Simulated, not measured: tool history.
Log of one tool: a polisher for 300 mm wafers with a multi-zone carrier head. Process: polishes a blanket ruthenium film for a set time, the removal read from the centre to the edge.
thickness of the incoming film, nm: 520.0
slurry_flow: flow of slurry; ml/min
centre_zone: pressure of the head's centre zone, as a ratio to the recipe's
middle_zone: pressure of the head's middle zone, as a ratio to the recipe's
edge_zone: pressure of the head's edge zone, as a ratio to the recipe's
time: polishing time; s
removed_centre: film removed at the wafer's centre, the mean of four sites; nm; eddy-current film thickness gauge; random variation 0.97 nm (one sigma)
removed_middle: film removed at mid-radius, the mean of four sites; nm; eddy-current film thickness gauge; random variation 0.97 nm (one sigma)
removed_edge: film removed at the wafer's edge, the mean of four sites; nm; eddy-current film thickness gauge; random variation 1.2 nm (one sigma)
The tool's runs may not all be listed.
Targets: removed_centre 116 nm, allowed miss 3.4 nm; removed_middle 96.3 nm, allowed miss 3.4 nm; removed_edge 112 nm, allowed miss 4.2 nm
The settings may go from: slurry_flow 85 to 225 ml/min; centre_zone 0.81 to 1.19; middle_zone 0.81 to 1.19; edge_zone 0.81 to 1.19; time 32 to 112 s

{"run": 1, "hour": 0.0, "slurry_flow": 145, "centre_zone": 1, "middle_zone": 1, "edge_zone": 1, "time": 72, "removed_centre": 117.81, "removed_middle": 118.98, "removed_edge": 117.83}
{"run": 2, "hour": 7.0, "slurry_flow": 145, "centre_zone": 1, "middle_zone": 1, "edge_zone": 1, "time": 56, "removed_centre": 91.031, "removed_middle": 93.345, "removed_edge": 90.596}
{"run": 3, "hour": 8.8, "slurry_flow": 150, "centre_zone": 1.01, "middle_zone": 0.99, "edge_zone": 1.02, "time": 57, "removed_centre": 94.398, "removed_middle": 94.932, "removed_edge": 93.367}
{"run": 4, "hour": 16.7, "slurry_flow": 150, "centre_zone": 1.01, "middle_zone": 0.91, "edge_zone": 1.02, "time": 57, "removed_centre": 95.643, "removed_middle": 88.304, "removed_edge": 94.81}
{"run": 5, "hour": 20.5, "slurry_flow": 150, "centre_zone": 1.01, "middle_zone": 0.91, "edge_zone": 0.97, "time": 57, "removed_centre": 96.053, "removed_middle": 87.815, "removed_edge": 92.573}
{"run": 6, "hour": 22.4, "slurry_flow": 150, "centre_zone": 0.95, "middle_zone": 0.91, "edge_zone": 0.97, "time": 57, "removed_centre": 89.252, "removed_middle": 89.787, "removed_edge": 92.917}
{"run": 7, "hour": 24.2, "slurry_flow": 155, "centre_zone": 0.96, "middle_zone": 0.91, "edge_zone": 0.99, "time": 58, "removed_centre": 93.414, "removed_middle": 90.267, "removed_edge": 95.819}
{"run": 8, "hour": 32.8, "slurry_flow": 195, "centre_zone": 1.03, "middle_zone": 0.92, "edge_zone": 1.09, "time": 62, "removed_centre": 110.76, "removed_middle": 102.03, "removed_edge": 110.09}
{"run": 9, "hour": 36.3, "slurry_flow": 195, "centre_zone": 1.03, "middle_zone": 0.91, "edge_zone": 1.09, "time": 62, "removed_centre": 111.44, "removed_middle": 103.8, "removed_edge": 112.02}
{"run": 10, "hour": 42.7, "slurry_flow": 195, "centre_zone": 1.03, "middle_zone": 0.9, "edge_zone": 1.09, "time": 62, "removed_centre": 110.26, "removed_middle": 100.09, "removed_edge": 109.6}
{"run": 11, "hour": 45.3, "slurry_flow": 195, "centre_zone": 1.03, "middle_zone": 0.89, "edge_zone": 1.09, "time": 62, "removed_centre": 111.48, "removed_middle": 98.515, "removed_edge": 110.04}

Which of these 5 next moves meets every target?
{"run": "A", "hour": 47.9, "slurry_flow": 155, "centre_zone": 0.96, "middle_zone": 0.87, "edge_zone": 1.08, "time": 65, "removed_centre": "?", "removed_middle": "?", "removed_edge": "?"}
{"run": "B", "hour": 47.9, "slurry_flow": 195, "centre_zone": 1.03, "middle_zone": 0.94, "edge_zone": 1.01, "time": 61, "removed_centre": "?", "removed_middle": "?", "removed_edge": "?"}
{"run": "C", "hour": 47.9, "slurry_flow": 200, "centre_zone": 1, "middle_zone": 0.89, "edge_zone": 1.11, "time": 61, "removed_centre": "?", "removed_middle": "?", "removed_edge": "?"}
{"run": "D", "hour": 47.9, "slurry_flow": 195, "centre_zone": 1.01, "middle_zone": 0.92, "edge_zone": 1.06, "time": 59, "removed_centre": "?", "removed_middle": "?", "removed_edge": "?"}
{"run": "E", "hour": 47.9, "slurry_flow": 225, "centre_zone": 1.05, "middle_zone": 0.83, "edge_zone": 1.07, "time": 62, "removed_centre": "?", "removed_middle": "?", "removed_edge": "?"}

move=A removed_centre=103.47 removed_middle=97.534 removed_edge=110.87
move=B removed_centre=108.52 removed_middle=101.59 removed_edge=103.56
move=C removed_centre=105.99 removed_middle=97.442 removed_edge=108.91
move=D removed_centre=103.05 removed_middle=96.51 removed_edge=102.6
move=E removed_centre=114.79 removed_middle=95.046 removed_edge=110.1
A: further off than the last run
B: further off than the last run
C: further off than the last run
D: further off than the last run
E: meets every target
Move E is the one to make.

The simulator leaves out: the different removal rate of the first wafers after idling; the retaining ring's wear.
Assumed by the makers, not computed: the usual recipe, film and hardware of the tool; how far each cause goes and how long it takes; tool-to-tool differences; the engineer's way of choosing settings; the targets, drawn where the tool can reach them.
